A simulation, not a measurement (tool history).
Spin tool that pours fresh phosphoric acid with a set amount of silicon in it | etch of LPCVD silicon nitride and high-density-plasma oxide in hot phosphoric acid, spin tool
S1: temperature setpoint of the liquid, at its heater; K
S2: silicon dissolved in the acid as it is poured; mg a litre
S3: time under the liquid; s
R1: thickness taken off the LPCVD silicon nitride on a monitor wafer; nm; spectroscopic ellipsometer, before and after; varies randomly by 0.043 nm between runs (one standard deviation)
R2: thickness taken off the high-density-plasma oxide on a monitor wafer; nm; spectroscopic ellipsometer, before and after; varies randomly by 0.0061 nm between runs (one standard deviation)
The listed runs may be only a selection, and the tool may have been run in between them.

run	hour	S1	S2	S3	R1	R2
1	0.0	434.15	27.0	135	12.2420	0.124400
2	1.2	434.15	11.5	135	12.3330	0.235820
3	9.3	434.15	11.5	110	10.0540	0.126190
4	11.7	433.15	17.5	105	9.3625	0.131100
5	18.3	433.15	17.5	85	7.5069	0.121850
6	23.5	431.15	17.5	85	7.0418	0.058914
7	29.4	431.15	25.5	85	7.0536	0.057384
8	32.0	431.15	33.5	85	7.0700	0.048633
9	33.0	431.15	39.0	85	6.9429	0.040790

What will run 10 give?
10	35.1	431.65	42.5	85	?	?

Run 10 produced R1 7.1195 nm, R2 0.040835 nm.
